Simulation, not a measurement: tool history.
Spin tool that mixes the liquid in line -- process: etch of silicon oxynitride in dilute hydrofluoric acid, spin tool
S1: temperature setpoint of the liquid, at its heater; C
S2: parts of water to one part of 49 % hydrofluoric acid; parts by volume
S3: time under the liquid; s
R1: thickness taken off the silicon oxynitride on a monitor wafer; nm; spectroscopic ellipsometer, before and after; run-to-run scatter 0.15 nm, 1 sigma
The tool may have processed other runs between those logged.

{"run": 1, "hour": 0.0, "S1": 21, "S2": 215, "S3": 325, "R1": 3.8126}
{"run": 2, "hour": 3.8, "S1": 19, "S2": 215, "S3": 325, "R1": 3.359}
{"run": 3, "hour": 4.8, "S1": 19, "S2": 215, "S3": 325, "R1": 3.4475}
{"run": 4, "hour": 11.2, "S1": 19, "S2": 165, "S3": 325, "R1": 4.5896}
{"run": 5, "hour": 15.7, "S1": 19, "S2": 165, "S3": 325, "R1": 4.7321}
{"run": 6, "hour": 19.4, "S1": 20, "S2": 155, "S3": 325, "R1": 5.1292}
{"run": 7, "hour": 25.6, "S1": 21, "S2": 145, "S3": 325, "R1": 5.948}

Expected results for the next run?
{"run": 8, "hour": 30.7, "S1": 22, "S2": 140, "S3": 325, "R1": "?"}

{"run 8": {"R1": 6.4777}}

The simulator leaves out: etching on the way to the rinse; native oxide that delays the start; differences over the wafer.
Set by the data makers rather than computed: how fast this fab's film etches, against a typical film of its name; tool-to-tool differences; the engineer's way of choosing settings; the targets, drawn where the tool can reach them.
